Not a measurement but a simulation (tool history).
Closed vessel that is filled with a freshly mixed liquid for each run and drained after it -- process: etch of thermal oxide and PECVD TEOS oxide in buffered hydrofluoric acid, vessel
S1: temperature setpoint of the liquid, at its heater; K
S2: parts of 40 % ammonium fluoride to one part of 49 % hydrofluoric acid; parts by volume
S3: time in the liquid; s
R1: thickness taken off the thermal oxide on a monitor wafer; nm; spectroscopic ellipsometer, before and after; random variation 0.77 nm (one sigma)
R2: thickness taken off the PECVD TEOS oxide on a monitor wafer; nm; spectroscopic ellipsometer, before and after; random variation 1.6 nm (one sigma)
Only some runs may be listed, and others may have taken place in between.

run	day	S1	S2	S3	R1	R2
1	0.000	296.15	9.0	60	71.826	225.98
2	0.375	293.15	9.0	60	61.049	190.08
3	0.717	294.15	9.0	60	64.080	203.17
4	0.850	295.15	9.0	60	68.660	214.25
5	0.908	295.15	9.0	85	96.785	302.70
6	0.967	295.65	9.0	85	98.575	311.88
7	1.279	296.15	9.0	85	102.060	319.31

Run 8 has not been measured yet. What should we expect?
8	1.654	296.65	9.0	85	?	?

R1: 103.750 nm
R2: 325.49 nm

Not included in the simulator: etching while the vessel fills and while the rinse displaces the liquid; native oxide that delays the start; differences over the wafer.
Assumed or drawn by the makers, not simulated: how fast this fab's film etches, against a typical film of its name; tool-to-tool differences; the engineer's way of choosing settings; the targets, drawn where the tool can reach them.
